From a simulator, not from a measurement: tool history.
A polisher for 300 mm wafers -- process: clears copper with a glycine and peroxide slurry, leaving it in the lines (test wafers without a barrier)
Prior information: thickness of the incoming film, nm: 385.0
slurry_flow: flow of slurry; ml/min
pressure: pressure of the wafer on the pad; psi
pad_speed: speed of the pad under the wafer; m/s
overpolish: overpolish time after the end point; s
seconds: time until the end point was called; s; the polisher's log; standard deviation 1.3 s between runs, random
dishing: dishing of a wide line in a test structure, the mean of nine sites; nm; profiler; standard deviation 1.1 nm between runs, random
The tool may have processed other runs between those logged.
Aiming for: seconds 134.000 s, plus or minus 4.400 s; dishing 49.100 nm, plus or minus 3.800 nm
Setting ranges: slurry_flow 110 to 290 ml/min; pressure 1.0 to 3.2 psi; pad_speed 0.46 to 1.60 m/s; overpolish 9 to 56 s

{"run": 1, "hour": 0.0, "slurry_flow": 185, "pressure": 2.1, "pad_speed": 1.02, "overpolish": 29, "seconds": 91.265, "dishing": 62.347}
{"run": 2, "hour": 3.1, "slurry_flow": 185, "pressure": 2.0, "pad_speed": 1.02, "overpolish": 29, "seconds": 96.544, "dishing": 61.064}
{"run": 3, "hour": 7.9, "slurry_flow": 185, "pressure": 2.0, "pad_speed": 1.14, "overpolish": 29, "seconds": 86.37, "dishing": 63.435}
{"run": 4, "hour": 9.3, "slurry_flow": 185, "pressure": 2.0, "pad_speed": 0.94, "overpolish": 29, "seconds": 102.48, "dishing": 58.86}
{"run": 5, "hour": 17.2, "slurry_flow": 185, "pressure": 2.0, "pad_speed": 0.94, "overpolish": 40, "seconds": 101.37, "dishing": 67.695}
{"run": 6, "hour": 23.1, "slurry_flow": 185, "pressure": 2.0, "pad_speed": 0.94, "overpolish": 50, "seconds": 100.97, "dishing": 75.807}
{"run": 7, "hour": 31.1, "slurry_flow": 185, "pressure": 1.9, "pad_speed": 0.94, "overpolish": 48, "seconds": 104.79, "dishing": 73.533}
{"run": 8, "hour": 35.5, "slurry_flow": 185, "pressure": 1.8, "pad_speed": 0.94, "overpolish": 46, "seconds": 110.4, "dishing": 71.114}
{"run": 9, "hour": 36.7, "slurry_flow": 185, "pressure": 1.8, "pad_speed": 0.94, "overpolish": 43, "seconds": 109.99, "dishing": 67.254}
{"run": 10, "hour": 37.6, "slurry_flow": 185, "pressure": 1.8, "pad_speed": 0.94, "overpolish": 41, "seconds": 109.49, "dishing": 64.39}
{"run": 11, "hour": 46.5, "slurry_flow": 185, "pressure": 1.7, "pad_speed": 0.94, "overpolish": 40, "seconds": 114.67, "dishing": 63.539}
{"run": 12, "hour": 51.1, "slurry_flow": 185, "pressure": 1.7, "pad_speed": 0.94, "overpolish": 38, "seconds": 117.05, "dishing": 63.004}
{"run": 13, "hour": 53.3, "slurry_flow": 180, "pressure": 1.3, "pad_speed": 0.94, "overpolish": 26, "seconds": 140.94, "dishing": 41.33}
{"hour": 60.5, "done": "worn pad replaced by a new one"}
{"run": 14, "hour": 60.5, "slurry_flow": 195, "pressure": 1.4, "pad_speed": 0.92, "overpolish": 33, "seconds": 123.45, "dishing": 52.887}
{"run": 15, "hour": 61.8, "slurry_flow": 185, "pressure": 1.4, "pad_speed": 0.92, "overpolish": 33, "seconds": 123.23, "dishing": 53.029}
{"run": 16, "hour": 64.9, "slurry_flow": 180, "pressure": 1.4, "pad_speed": 0.92, "overpolish": 33, "seconds": 123.6, "dishing": 53.31}

Next run, 4 choices. One meets every target within its allowed miss, the rest don't. Which?
{"run": "A", "hour": 68.0, "slurry_flow": 110, "pressure": 1.3, "pad_speed": 0.88, "overpolish": 26, "seconds": "?", "dishing": "?"}
{"run": "B", "hour": 68.0, "slurry_flow": 215, "pressure": 1.3, "pad_speed": 0.84, "overpolish": 42, "seconds": "?", "dishing": "?"}
{"run": "C", "hour": 68.0, "slurry_flow": 185, "pressure": 1.1, "pad_speed": 0.92, "overpolish": 34, "seconds": "?", "dishing": "?"}
{"run": "D", "hour": 68.0, "slurry_flow": 200, "pressure": 1.2, "pad_speed": 0.94, "overpolish": 32, "seconds": "?", "dishing": "?"}

move=A seconds=142.390 dishing=40.543
move=B seconds=135.370 dishing=57.274
move=C seconds=144.710 dishing=47.303
move=D seconds=133.870 dishing=48.142
A: carries the result that was furthest off beyond its target, to the other side
B: the worst result of the last run now meets its target, but another is out of spec
C: carries the result that was furthest off beyond its target, to the other side
D: all results in spec
D meets every target.

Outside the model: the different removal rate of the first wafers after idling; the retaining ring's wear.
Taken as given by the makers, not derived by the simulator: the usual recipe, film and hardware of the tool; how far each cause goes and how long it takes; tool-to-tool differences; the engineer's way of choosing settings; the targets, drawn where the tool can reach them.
